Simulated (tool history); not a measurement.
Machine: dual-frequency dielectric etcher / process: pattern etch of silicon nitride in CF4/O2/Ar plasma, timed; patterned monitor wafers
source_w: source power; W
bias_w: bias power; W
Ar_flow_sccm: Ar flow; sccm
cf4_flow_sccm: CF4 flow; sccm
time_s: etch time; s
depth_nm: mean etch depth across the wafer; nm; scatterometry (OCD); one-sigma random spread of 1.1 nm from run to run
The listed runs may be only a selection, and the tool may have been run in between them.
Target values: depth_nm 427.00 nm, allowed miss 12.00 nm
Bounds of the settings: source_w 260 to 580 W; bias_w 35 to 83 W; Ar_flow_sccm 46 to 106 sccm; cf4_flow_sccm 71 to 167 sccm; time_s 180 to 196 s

| run | day | source_w | bias_w | Ar_flow_sccm | cf4_flow_sccm | time_s | depth_nm |
|---|---|---|---|---|---|---|---|
| 1 | 0.000 | 420 | 59 | 76 | 119 | 196 | 372.75 |
| 2 | 0.121 | 430 | 59 | 76 | 119 | 196 | 380.57 |
| 3 | 0.212 | 440 | 59 | 76 | 119 | 196 | 387.12 |
| 4 | 0.283 | 450 | 59 | 76 | 119 | 196 | 396.21 |
| 5 | 0.483 | 450 | 59 | 76 | 119 | 196 | 397.25 |
| 6 | 0.533 | 450 | 59 | 76 | 128 | 196 | 398.67 |
| 7 | 0.679 | 460 | 59 | 76 | 128 | 196 | 407.96 |
| 8 | 0.908 | 470 | 59 | 76 | 128 | 196 | 414.39 |

Pick the move, out of 4, that brings all results within their allowed miss; only one does.
| A | 1.138 | 490 | 58 | 80 | 128 | 180 | ? |
| B | 1.138 | 510 | 59 | 82 | 129 | 180 | ? |
| C | 1.138 | 490 | 61 | 68 | 91 | 187 | ? |
| D | 1.138 | 490 | 66 | 92 | 109 | 196 | ? |

| move | depth_nm |
|---|---|
| A | 388.22 |
| B | 402.41 |
| C | 394.53 |
| D | 420.62 |
A: its largest miss is bigger than the last run's
B: its largest miss is bigger than the last run's
C: its largest miss is bigger than the last run's
D: every result within its allowed miss
Correct choice: D, which meets every target

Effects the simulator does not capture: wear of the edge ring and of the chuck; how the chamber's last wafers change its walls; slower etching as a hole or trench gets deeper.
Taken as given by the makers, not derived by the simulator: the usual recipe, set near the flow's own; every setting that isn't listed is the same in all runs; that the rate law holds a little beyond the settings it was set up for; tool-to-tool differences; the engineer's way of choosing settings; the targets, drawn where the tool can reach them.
